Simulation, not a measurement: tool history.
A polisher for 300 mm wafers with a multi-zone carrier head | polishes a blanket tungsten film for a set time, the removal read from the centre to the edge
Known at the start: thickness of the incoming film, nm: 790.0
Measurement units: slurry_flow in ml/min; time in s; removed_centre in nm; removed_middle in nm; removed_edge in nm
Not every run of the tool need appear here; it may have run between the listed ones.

{"run": 1, "hour": 0.0, "slurry_flow": 300, "centre_zone": 1, "middle_zone": 1, "edge_zone": 1, "slurry_solids": 1, "time": 55, "removed_centre": 307.51, "removed_middle": 323.43, "removed_edge": 308.48}
{"run": 2, "hour": 7.1, "slurry_flow": 300, "centre_zone": 1, "middle_zone": 1, "edge_zone": 0.98, "slurry_solids": 0.95, "time": 53, "removed_centre": 293.13, "removed_middle": 306.53, "removed_edge": 299.91}
{"run": 3, "hour": 7.9, "slurry_flow": 300, "centre_zone": 1.02, "middle_zone": 1.02, "edge_zone": 0.98, "slurry_solids": 0.95, "time": 50, "removed_centre": 280.01, "removed_middle": 289.05, "removed_edge": 281.63}
{"run": 4, "hour": 15.3, "slurry_flow": 230, "centre_zone": 1.02, "middle_zone": 1.02, "edge_zone": 0.98, "slurry_solids": 0.95, "time": 50, "removed_centre": 274.67, "removed_middle": 279.76, "removed_edge": 278.04}
{"run": 5, "hour": 22.4, "slurry_flow": 250, "centre_zone": 1.04, "middle_zone": 1.04, "edge_zone": 0.97, "slurry_solids": 0.9, "time": 48, "removed_centre": 266.15, "removed_middle": 276.24, "removed_edge": 259.82}
{"run": 6, "hour": 27.7, "slurry_flow": 250, "centre_zone": 1.04, "middle_zone": 1.12, "edge_zone": 0.97, "slurry_solids": 0.9, "time": 48, "removed_centre": 272.51, "removed_middle": 297.58, "removed_edge": 258.83}
{"run": 7, "hour": 32.9, "slurry_flow": 255, "centre_zone": 1.05, "middle_zone": 1.12, "edge_zone": 0.96, "slurry_solids": 0.85, "time": 47, "removed_centre": 263.36, "removed_middle": 287.1, "removed_edge": 252.57}
{"run": 8, "hour": 37.8, "slurry_flow": 260, "centre_zone": 1.06, "middle_zone": 1.12, "edge_zone": 0.95, "slurry_solids": 0.8, "time": 46, "removed_centre": 263.98, "removed_middle": 276.9, "removed_edge": 243.84}
{"run": 9, "hour": 40.0, "slurry_flow": 260, "centre_zone": 1.06, "middle_zone": 1.12, "edge_zone": 0.94, "slurry_solids": 0.75, "time": 45, "removed_centre": 253.23, "removed_middle": 264.52, "removed_edge": 235.24}
{"run": 10, "hour": 46.6, "slurry_flow": 260, "centre_zone": 1.06, "middle_zone": 1.12, "edge_zone": 0.94, "slurry_solids": 0.75, "time": 45, "removed_centre": 251.19, "removed_middle": 269.09, "removed_edge": 235.7}
{"run": 11, "hour": 49.0, "slurry_flow": 260, "centre_zone": 1.07, "middle_zone": 1.12, "edge_zone": 0.93, "slurry_solids": 0.7, "time": 44, "removed_centre": 238.71, "removed_middle": 256.74, "removed_edge": 226.32}
{"run": 12, "hour": 54.3, "slurry_flow": 265, "centre_zone": 1.14, "middle_zone": 1.09, "edge_zone": 0.83, "slurry_solids": 0.5, "time": 40, "removed_centre": 220.06, "removed_middle": 209.97, "removed_edge": 182.61}
{"run": 13, "hour": 63.3, "slurry_flow": 265, "centre_zone": 1.13, "middle_zone": 1.09, "edge_zone": 0.84, "slurry_solids": 0.5, "time": 40, "removed_centre": 217.64, "removed_middle": 210.26, "removed_edge": 183.4}

Estimate the outcome of run 14 from the log above:
{"run": 14, "hour": 65.2, "slurry_flow": 265, "centre_zone": 1.13, "middle_zone": 1.09, "edge_zone": 0.85, "slurry_solids": 0.5, "time": 40, "removed_centre": "?", "removed_middle": "?", "removed_edge": "?"}

removed_centre: 217.29 nm
removed_middle: 213.89 nm
removed_edge: 182.88 nm
